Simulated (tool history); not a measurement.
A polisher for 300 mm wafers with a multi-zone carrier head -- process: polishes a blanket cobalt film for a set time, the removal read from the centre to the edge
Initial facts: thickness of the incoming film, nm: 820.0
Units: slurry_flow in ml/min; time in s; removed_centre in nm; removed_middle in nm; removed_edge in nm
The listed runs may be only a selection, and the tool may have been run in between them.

| run | hour | slurry_flow | centre_zone | middle_zone | edge_zone | time | removed_centre | removed_middle | removed_edge |
|---|---|---|---|---|---|---|---|---|---|
| 1 | 0 | 170 | 1 | 1 | 1 | 57 | 282 | 274.66 | 276.39 |
| 2 | 4.5 | 170 | 1 | 1 | 1 | 47 | 233.88 | 227.31 | 226.58 |
| 3 | 11 | 175 | 1.01 | 0.96 | 1.05 | 52 | 266.76 | 248.46 | 255.59 |
| 4 | 19.1 | 160 | 1 | 0.91 | 1.1 | 57 | 280.04 | 249.82 | 285.45 |
| 5 | 23.4 | 170 | 1 | 0.89 | 1.13 | 59 | 287.41 | 264.03 | 297.47 |
| 6 | 30.4 | 165 | 1.01 | 0.87 | 1.14 | 62 | 310.34 | 272.4 | 315.77 |

What will run 7 give?
| 7 | 34.6 | 165 | 1.01 | 0.86 | 1.15 | 63 | ? | ? | ? |

{"run 7": {"removed_centre": 315.54, "removed_middle": 268.84, "removed_edge": 316.59}}

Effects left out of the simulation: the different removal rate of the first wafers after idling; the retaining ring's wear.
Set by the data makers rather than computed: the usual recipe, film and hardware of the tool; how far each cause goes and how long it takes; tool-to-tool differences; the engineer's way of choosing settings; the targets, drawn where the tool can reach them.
